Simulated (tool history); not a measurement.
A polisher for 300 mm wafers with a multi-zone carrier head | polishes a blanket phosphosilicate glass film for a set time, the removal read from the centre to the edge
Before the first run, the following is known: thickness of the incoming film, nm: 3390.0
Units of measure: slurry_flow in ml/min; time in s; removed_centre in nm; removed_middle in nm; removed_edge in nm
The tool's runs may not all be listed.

| run | hour | slurry_flow | centre_zone | middle_zone | edge_zone | slurry_solids | time | removed_centre | removed_middle | removed_edge |
|---|---|---|---|---|---|---|---|---|---|---|
| 1 | 0.0 | 180 | 1.00 | 1.00 | 1.00 | 1.0 | 88 | 565.02 | 583.13 | 574.84 |
| 2 | 8.3 | 175 | 0.99 | 0.99 | 0.96 | 0.9 | 88 | 535.17 | 549.72 | 547.97 |
| 3 | 14.1 | 175 | 0.99 | 1.05 | 0.96 | 0.9 | 88 | 522.26 | 556.35 | 535.03 |
| 4 | 17.6 | 170 | 1.00 | 1.05 | 0.94 | 0.8 | 88 | 487.87 | 513.21 | 473.63 |
| 5 | 25.3 | 160 | 1.00 | 1.03 | 0.94 | 0.8 | 88 | 480.22 | 491.70 | 482.72 |
| 6 | 32.8 | 160 | 1.00 | 1.03 | 0.91 | 0.8 | 88 | 482.24 | 491.99 | 485.34 |
| 7 | 38.0 | 145 | 1.02 | 1.06 | 0.89 | 0.7 | 87 | 432.53 | 448.31 | 418.53 |

Forecast run 8:
| 8 | 43.1 | 155 | 1.01 | 1.05 | 0.90 | 0.7 | 87 | ? | ? | ? |

removed_centre: 441.87 nm
removed_middle: 462.43 nm
removed_edge: 418.27 nm
